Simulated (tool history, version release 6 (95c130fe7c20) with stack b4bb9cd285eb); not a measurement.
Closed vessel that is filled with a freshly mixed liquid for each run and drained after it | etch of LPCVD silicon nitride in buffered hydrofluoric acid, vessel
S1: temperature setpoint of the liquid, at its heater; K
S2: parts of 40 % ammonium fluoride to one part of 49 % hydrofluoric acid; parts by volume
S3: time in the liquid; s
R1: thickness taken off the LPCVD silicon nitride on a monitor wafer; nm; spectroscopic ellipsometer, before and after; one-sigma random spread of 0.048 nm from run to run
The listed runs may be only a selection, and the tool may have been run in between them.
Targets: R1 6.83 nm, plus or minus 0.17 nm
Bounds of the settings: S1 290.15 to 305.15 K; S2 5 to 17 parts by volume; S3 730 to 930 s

Run 1, hour 0: S1 297.15 K, S2 10.5 parts by volume, S3 930 s. Result: R1 12.563 nm.
Run 2, hour 2.5: S1 296.15 K, S2 11 parts by volume, S3 930 s. Result: R1 11.448 nm.
Run 3, hour 11.3: S1 297.65 K, S2 11 parts by volume, S3 930 s. Result: R1 12.303 nm.
Run 4, hour 18.1: S1 297.65 K, S2 12.5 parts by volume, S3 930 s. Result: R1 10.959 nm.
At hour 24.2: thermometer replaced.
Run 5, hour 24.2: S1 296.65 K, S2 12.5 parts by volume, S3 930 s. Result: R1 9.7001 nm.
Run 6, hour 31.7: S1 296.65 K, S2 15.5 parts by volume, S3 930 s. Result: R1 7.9276 nm.
Run 7, hour 35.8: S1 296.15 K, S2 15.5 parts by volume, S3 930 s. Result: R1 7.6304 nm.
Run 8, hour 37.6: S1 296.15 K, S2 15.5 parts by volume, S3 930 s. Result: R1 7.7058 nm.
Run 9, hour 46.5: S1 295.65 K, S2 15.5 parts by volume, S3 930 s. Result: R1 7.5118 nm.
Run 10, hour 51.6: S1 294.65 K, S2 15.5 parts by volume, S3 930 s. Result: R1 7.0218 nm.

4 next moves are on the table. One of them brings every result within its allowed miss. Which?
Run A, hour 56.7: S1 294.65 K, S2 15.5 parts by volume, S3 895 s. Result: R1 ?.
Run B, hour 56.7: S1 295.65 K, S2 15 parts by volume, S3 865 s. Result: R1 ?.
Run C, hour 56.7: S1 294.15 K, S2 14.5 parts by volume, S3 930 s. Result: R1 ?.
Run D, hour 56.7: S1 297.15 K, S2 16.5 parts by volume, S3 930 s. Result: R1 ?.

move      R1
   A  6.7899
   B   7.163
   C   7.327
   D   7.614
A: in spec on every target
B: further off than the last run
C: further off than the last run
D: further off than the last run
Correct choice: A, which meets every target
